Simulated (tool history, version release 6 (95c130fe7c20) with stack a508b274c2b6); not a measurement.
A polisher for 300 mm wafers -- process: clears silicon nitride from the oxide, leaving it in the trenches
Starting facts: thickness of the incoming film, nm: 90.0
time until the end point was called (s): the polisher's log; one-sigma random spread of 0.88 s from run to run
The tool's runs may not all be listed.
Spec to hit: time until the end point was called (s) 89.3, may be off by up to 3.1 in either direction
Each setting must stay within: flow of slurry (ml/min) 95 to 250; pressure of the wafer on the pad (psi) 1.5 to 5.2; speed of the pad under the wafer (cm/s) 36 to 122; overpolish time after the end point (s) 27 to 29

| run | hour | flow of slurry (ml/min) | pressure of the wafer on the pad (psi) | speed of the pad under the wafer (cm/s) | overpolish time after the end point (s) | time until the end point was called (s) |
|---|---|---|---|---|---|---|
| 1 | 0 | 160 | 3.3 | 78 | 27 | 126.96 |
| 2 | 7.3 | 160 | 3.5 | 78 | 27 | 120.3 |
| 3 | 9.9 | 125 | 3.5 | 78 | 27 | 128.98 |
| 4 | 15.6 | 125 | 3.5 | 86 | 27 | 115.67 |
| 5 | 16.5 | 125 | 3.5 | 70 | 27 | 137.61 |
| 6 | 24.7 | 135 | 3.7 | 70 | 27 | 128.44 |
| 7 | 27.9 | 145 | 3.8 | 70 | 27 | 123.73 |
| 8 | 30.4 | 150 | 3.9 | 70 | 27 | 120.4 |
| 9 | 31.4 | 155 | 4 | 70 | 27 | 116.05 |
| 10 | 40.3 | 160 | 4.1 | 70 | 27 | 113.47 |
| 11 | 48.5 | 165 | 4.2 | 70 | 27 | 111.74 |
| 12 | 52 | 165 | 4.3 | 70 | 27 | 107.88 |
| 13 | 57 | 165 | 4.3 | 70 | 27 | 106.31 |
| 14 | 64.3 | 170 | 4.4 | 70 | 27 | 104.37 |
| 15 | 65.6 | 175 | 4.5 | 70 | 27 | 102.22 |
| 16 | 70.5 | 175 | 4.6 | 70 | 27 | 100.43 |
| 17 | 75.8 | 175 | 4.7 | 70 | 27 | 96.352 |

Consider the 4 candidate settings below. Which is the only one whose results all fall within their allowed miss of target?
| A | 81.1 | 120 | 5.2 | 60 | 29 | ? |
| B | 81.1 | 180 | 4.7 | 60 | 29 | ? |
| C | 81.1 | 160 | 3.1 | 98 | 29 | ? |
| D | 81.1 | 125 | 5.2 | 74 | 29 | ? |

| move | time until the end point was called (s) |
|---|---|
| A | 106.42 |
| B | 108.36 |
| C | 111.5 |
| D | 89.346 |
A: its largest miss is bigger than the last run's
B: its largest miss is bigger than the last run's
C: its largest miss is bigger than the last run's
D: every result within its allowed miss
The right move is D.

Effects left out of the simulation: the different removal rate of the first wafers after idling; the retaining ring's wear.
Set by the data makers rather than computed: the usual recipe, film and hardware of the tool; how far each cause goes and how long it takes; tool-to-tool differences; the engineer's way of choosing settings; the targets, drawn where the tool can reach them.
